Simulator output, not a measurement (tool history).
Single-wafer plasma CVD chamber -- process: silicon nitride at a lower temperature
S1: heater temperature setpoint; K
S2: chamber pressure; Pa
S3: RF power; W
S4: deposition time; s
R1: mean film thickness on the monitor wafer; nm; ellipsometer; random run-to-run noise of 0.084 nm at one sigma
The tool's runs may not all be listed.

Run 1, day 0: S1 608.15 K, S2 239 Pa, S3 265 W, S4 28.5 s. Result: R1 30.7 nm.
Run 2, day 0.175: S1 608.15 K, S2 215 Pa, S3 265 W, S4 28.5 s. Result: R1 30.134 nm.
Run 3, day 0.408: S1 600.15 K, S2 215 Pa, S3 265 W, S4 28.5 s. Result: R1 30.276 nm.
Run 4, day 0.608: S1 596.15 K, S2 215 Pa, S3 265 W, S4 28.5 s. Result: R1 30.236 nm.
Run 5, day 0.629: S1 596.15 K, S2 240 Pa, S3 265 W, S4 28.5 s. Result: R1 30.812 nm.
Run 6, day 0.675: S1 603.15 K, S2 240 Pa, S3 265 W, S4 28.5 s. Result: R1 30.499 nm.
Run 7, day 0.825: S1 603.15 K, S2 223 Pa, S3 255 W, S4 28.5 s. Result: R1 29.595 nm.
Run 8, day 0.867: S1 603.15 K, S2 204 Pa, S3 255 W, S4 28.5 s. Result: R1 28.965 nm.
Run 9, day 1.092: S1 603.15 K, S2 192 Pa, S3 255 W, S4 28.5 s. Result: R1 28.791 nm.
Run 10, day 1.225: S1 603.15 K, S2 181 Pa, S3 255 W, S4 28.5 s. Result: R1 28.647 nm.

Estimate the outcome of run 11 from the log above:
Run 11, day 1.462: S1 603.15 K, S2 172 Pa, S3 255 W, S4 28.5 s. Result: R1 ?.

R1: 28.474 nm

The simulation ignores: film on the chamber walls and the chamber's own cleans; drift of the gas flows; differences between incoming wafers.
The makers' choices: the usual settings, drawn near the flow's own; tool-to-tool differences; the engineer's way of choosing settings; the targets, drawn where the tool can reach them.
